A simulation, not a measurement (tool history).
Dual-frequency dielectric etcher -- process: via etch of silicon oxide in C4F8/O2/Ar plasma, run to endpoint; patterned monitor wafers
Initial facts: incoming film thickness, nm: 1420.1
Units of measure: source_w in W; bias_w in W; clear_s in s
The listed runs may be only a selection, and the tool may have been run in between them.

| run | hour | source_w | bias_w | clear_s |
|---|---|---|---|---|
| 1 | 0.0 | 2400 | 2706 | 245.05 |
| 2 | 3.6 | 2400 | 2409 | 259.87 |
| 3 | 6.7 | 2400 | 2724 | 244.54 |
| 4 | 10.1 | 2160 | 2724 | 252.28 |
| 5 | 18.7 | 2480 | 2724 | 242.16 |
| 6 | 21.7 | 2190 | 2724 | 251.72 |
| 7 | 22.2 | 2100 | 2691 | 257.21 |

Run 8 has not been measured yet. What should we expect?
| 8 | 24.9 | 2040 | 2669 | ? |

clear_s: 261.51 s

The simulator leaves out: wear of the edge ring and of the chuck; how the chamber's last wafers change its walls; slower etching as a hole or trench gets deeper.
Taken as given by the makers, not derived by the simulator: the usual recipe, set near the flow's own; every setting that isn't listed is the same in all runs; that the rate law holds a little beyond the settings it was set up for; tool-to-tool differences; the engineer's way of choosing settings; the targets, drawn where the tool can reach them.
